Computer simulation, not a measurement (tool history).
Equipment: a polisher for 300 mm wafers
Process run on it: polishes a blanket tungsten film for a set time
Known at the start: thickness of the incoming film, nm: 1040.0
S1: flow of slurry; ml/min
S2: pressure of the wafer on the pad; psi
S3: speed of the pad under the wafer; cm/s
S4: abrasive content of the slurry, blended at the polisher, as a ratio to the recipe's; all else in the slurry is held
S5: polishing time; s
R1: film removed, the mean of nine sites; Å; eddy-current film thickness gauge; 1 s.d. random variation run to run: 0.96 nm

Run 1, hour 0: S1 290 ml/min, S2 4 psi, S3 116 cm/s, S4 1, S5 33 s. Result: R1 2041.7 Å.
Run 2, hour 5.4: S1 290 ml/min, S2 4 psi, S3 116 cm/s, S4 1, S5 29 s. Result: R1 1794.4 Å.
Run 3, hour 12.4: S1 325 ml/min, S2 4 psi, S3 116 cm/s, S4 1, S5 29 s. Result: R1 1788.6 Å.
Run 4, hour 15.9: S1 355 ml/min, S2 4 psi, S3 116 cm/s, S4 1, S5 29 s. Result: R1 1825.1 Å.
Run 5, hour 23.6: S1 355 ml/min, S2 3.6 psi, S3 116 cm/s, S4 1, S5 29 s. Result: R1 1670.3 Å.
Run 6, hour 29.1: S1 355 ml/min, S2 3.3 psi, S3 116 cm/s, S4 1, S5 29 s. Result: R1 1572.1 Å.
Run 7, hour 32.6: S1 355 ml/min, S2 3.1 psi, S3 116 cm/s, S4 1, S5 29 s. Result: R1 1459.9 Å.
Run 8, hour 37.8: S1 355 ml/min, S2 3 psi, S3 116 cm/s, S4 1, S5 29 s. Result: R1 1439.1 Å.

What does the tool deliver on the next run?
Run 9, hour 46.8: S1 355 ml/min, S2 2.9 psi, S3 116 cm/s, S4 1, S5 29 s. Result: R1 ?.

R1: 1394.6 Å

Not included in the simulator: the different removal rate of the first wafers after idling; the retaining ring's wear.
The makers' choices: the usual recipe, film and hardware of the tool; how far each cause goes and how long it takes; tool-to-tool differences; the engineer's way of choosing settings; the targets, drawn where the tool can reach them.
